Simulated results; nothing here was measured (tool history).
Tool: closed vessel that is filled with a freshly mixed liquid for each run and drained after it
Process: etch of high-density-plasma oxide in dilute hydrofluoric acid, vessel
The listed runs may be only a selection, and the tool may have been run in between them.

run	hour	temperature setpoint of the liquid (C)	parts of water to one part of 49 % hydrofluoric acid (parts by volume)	time in the liquid (s)	thickness taken off the high-density-plasma oxide on a monitor wafer (angstrom)
1	0.0	21.0	65	100	74.457
2	7.3	21.0	65	100	75.522
3	9.5	21.0	65	100	74.751
4	13.4	20.5	70	100	66.733
5	17.2	20.0	75	100	60.434
6	20.0	19.5	75	100	59.281
7	23.5	19.0	75	100	58.450
8	25.2	18.5	75	100	57.127

Run 9 comes next. What will it give?
9	33.4	17.5	85	100	?

Run 9 yielded thickness taken off the high-density-plasma oxide on a monitor wafer (angstrom) 48.130.
